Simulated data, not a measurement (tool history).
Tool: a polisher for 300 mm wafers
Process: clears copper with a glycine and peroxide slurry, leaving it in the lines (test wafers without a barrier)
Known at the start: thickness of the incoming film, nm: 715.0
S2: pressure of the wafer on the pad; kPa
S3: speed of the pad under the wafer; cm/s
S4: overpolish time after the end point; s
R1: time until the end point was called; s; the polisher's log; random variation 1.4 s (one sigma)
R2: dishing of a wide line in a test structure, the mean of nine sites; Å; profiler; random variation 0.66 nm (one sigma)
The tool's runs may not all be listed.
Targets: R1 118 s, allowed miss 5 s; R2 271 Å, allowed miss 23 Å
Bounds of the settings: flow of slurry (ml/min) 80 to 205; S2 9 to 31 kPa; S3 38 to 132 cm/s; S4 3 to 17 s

{"run": 1, "hour": 0.0, "flow of slurry (ml/min)": 135, "S2": 20, "S3": 84, "S4": 9, "R1": 146.13, "R2": 313.47}
{"run": 2, "hour": 2.1, "flow of slurry (ml/min)": 135, "S2": 22.1, "S3": 84, "S4": 9, "R1": 135.45, "R2": 333.7}
{"run": 3, "hour": 3.1, "flow of slurry (ml/min)": 135, "S2": 22.8, "S3": 84, "S4": 9, "R1": 132.84, "R2": 352.42}
{"run": 4, "hour": 7.2, "flow of slurry (ml/min)": 135, "S2": 22.8, "S3": 98, "S4": 9, "R1": 119.04, "R2": 381.41}
{"run": 5, "hour": 10.5, "flow of slurry (ml/min)": 135, "S2": 22.8, "S3": 106, "S4": 9, "R1": 114, "R2": 384.51}
{"run": 6, "hour": 15.1, "flow of slurry (ml/min)": 135, "S2": 27.6, "S3": 106, "S4": 9, "R1": 96.216, "R2": 453.16}
{"run": 7, "hour": 19.2, "flow of slurry (ml/min)": 135, "S2": 26.9, "S3": 106, "S4": 9, "R1": 99.235, "R2": 459.44}
{"run": 8, "hour": 21.1, "flow of slurry (ml/min)": 135, "S2": 22.8, "S3": 102, "S4": 5, "R1": 112.87, "R2": 234.02}

4 next moves are on the table. One of them brings every result within its allowed miss. Which?
{"run": "A", "hour": 23.0, "flow of slurry (ml/min)": 120, "S2": 23.4, "S3": 112, "S4": 7, "R1": "?", "R2": "?"}
{"run": "B", "hour": 23.0, "flow of slurry (ml/min)": 140, "S2": 20.7, "S3": 124, "S4": 6, "R1": "?", "R2": "?"}
{"run": "C", "hour": 23.0, "flow of slurry (ml/min)": 125, "S2": 20.7, "S3": 108, "S4": 5, "R1": "?", "R2": "?"}
{"run": "D", "hour": 23.0, "flow of slurry (ml/min)": 115, "S2": 21.4, "S3": 108, "S4": 6, "R1": "?", "R2": "?"}

move=A R1=104.72 R2=342.17
move=B R1=102.28 R2=303.64
move=C R1=116.8 R2=228.25
move=D R1=116.09 R2=271.41
A: takes the result that was furthest off past its target
B: takes the result that was furthest off past its target
C: further off than the last run
D: meets every target
The right move is D.
